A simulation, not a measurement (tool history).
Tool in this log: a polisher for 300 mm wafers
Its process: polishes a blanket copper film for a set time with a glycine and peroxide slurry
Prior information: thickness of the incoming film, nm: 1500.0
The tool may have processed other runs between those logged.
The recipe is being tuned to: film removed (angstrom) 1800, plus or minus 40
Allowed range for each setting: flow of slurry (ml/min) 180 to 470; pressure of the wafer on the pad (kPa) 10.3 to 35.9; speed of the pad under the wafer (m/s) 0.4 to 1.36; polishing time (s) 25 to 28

| run | hour | flow of slurry (ml/min) | pressure of the wafer on the pad (kPa) | speed of the pad under the wafer (m/s) | polishing time (s) | film removed (angstrom) |
|---|---|---|---|---|---|---|
| 1 | 0 | 300 | 22.8 | 0.88 | 28 | 1415.1 |
| 2 | 1.5 | 300 | 22.8 | 0.88 | 25 | 1278.1 |
| 3 | 5.4 | 300 | 22.8 | 1.02 | 25 | 1425.6 |
| 4 | 12.1 | 300 | 22.8 | 0.9 | 25 | 1307.6 |
| 5 | 18.8 | 300 | 22.8 | 0.7 | 25 | 1055.2 |
| 6 | 22.2 | 305 | 26.9 | 0.72 | 25 | 1224.3 |
| 7 | 23.3 | 305 | 29.6 | 0.76 | 25 | 1408.9 |
| 8 | 25.4 | 330 | 35.9 | 0.78 | 25 | 1692.6 |
| 9 | 30 | 330 | 35.9 | 0.8 | 25 | 1711.7 |

Which single option among these 5 for the next run brings every result within its allowed miss of target? Just one does.
| A | 34.6 | 345 | 35.9 | 0.8 | 27 | ? |
| B | 34.6 | 315 | 35.9 | 0.78 | 28 | ? |
| C | 34.6 | 420 | 34.5 | 0.82 | 26 | ? |
| D | 34.6 | 305 | 35.9 | 0.74 | 25 | ? |
| E | 34.6 | 305 | 35.9 | 0.82 | 27 | ? |

| move | film removed (angstrom) |
|---|---|
| A | 1883.1 |
| B | 1894.8 |
| C | 1817 |
| D | 1611.2 |
| E | 1903.1 |
A: moves the result that the last run missed by most past its target, out the other side
B: moves the result that the last run missed by most past its target, out the other side
C: all results land within tolerance of their targets
D: the biggest miss grows against the last run
E: moves the result that the last run missed by most past its target, out the other side
The right move is C.

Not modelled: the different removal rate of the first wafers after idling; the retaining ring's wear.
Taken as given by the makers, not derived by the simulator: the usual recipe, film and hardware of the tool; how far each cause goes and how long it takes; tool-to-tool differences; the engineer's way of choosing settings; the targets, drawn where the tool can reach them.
